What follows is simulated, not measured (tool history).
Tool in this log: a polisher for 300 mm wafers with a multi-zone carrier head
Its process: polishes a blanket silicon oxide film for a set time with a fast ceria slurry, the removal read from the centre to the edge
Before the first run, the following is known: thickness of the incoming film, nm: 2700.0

run  hour  flow of slurry (ml/min)  pressure of the head's centre zone  pressure of the head's middle zone  pressure of the head's edge zone  polishing time (s)  film removed at the wafer's centre (angstrom)  film removed at mid-radius (angstrom)  film removed at the wafer's edge (angstrom)
  1     0                      190                                   1                                   1                                 1                  68                                         7644.6                                 7868.9                                       7471.6
  2   4.3                      155                                   1                                   1                                 1                  68                                         7276.1                                 7620.2                                       7442.1
  3   9.6                      160                                0.99                                1.03                              1.03                  70                                         7462.7                                 7953.6                                       7720.9
  4  17.1                      160                                0.99                                1.03                              1.03                  87                                         9341.2                                 9835.9                                       9572.8
  5  22.2                      130                                0.99                                1.03                              1.03                  87                                         8865.3                                 9546.2                                       9438.1
  6  31.2                      125                                0.97                                1.05                              1.02                  87                                         8655.1                                 9372.6                                       9053.4

Expected results for the next run?
  7  36.8                      125                                0.95                                1.08                              1.04                  88                                              ?                                      ?                                            ?

{"run 7": {"film removed at the wafer's centre (angstrom)": 8502.2, "film removed at mid-radius (angstrom)": 9685.8, "film removed at the wafer's edge (angstrom)": 9267.7}}
